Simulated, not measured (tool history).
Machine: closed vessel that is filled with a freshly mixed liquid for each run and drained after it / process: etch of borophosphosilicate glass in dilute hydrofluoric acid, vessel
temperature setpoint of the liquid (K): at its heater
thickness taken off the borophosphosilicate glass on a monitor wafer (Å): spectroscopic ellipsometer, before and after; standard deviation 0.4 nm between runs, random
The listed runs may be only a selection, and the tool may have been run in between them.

run  hour  temperature setpoint of the liquid (K)  parts of water to one part of 49 % hydrofluoric acid (parts by volume)  time in the liquid (s)  thickness taken off the borophosphosilicate glass on a monitor wafer (Å)
  1   0.0                                  298.15                                                                     240                     105                                                                    149.06
  2   1.1                                  298.15                                                                     240                     110                                                                    160.38
  3  10.1                                  298.15                                                                     160                     110                                                                    256.96
  4  15.1                                  300.15                                                                     150                     110                                                                    300.59
  5  17.7                                  302.15                                                                     150                     110                                                                    324.26
  6  24.3                                  303.15                                                                     145                     110                                                                    353.47
  7  31.6                                  304.15                                                                     145                     110                                                                    365.09
  8  37.6                                  304.65                                                                     145                     110                                                                    369.52
  9  41.9                                  305.15                                                                     145                     110                                                                    375.82

Expected results for the next run?
 10  44.1                                  305.65                                                                     145                     110                                                                         ?

thickness taken off the borophosphosilicate glass on a monitor wafer (Å): 380.29
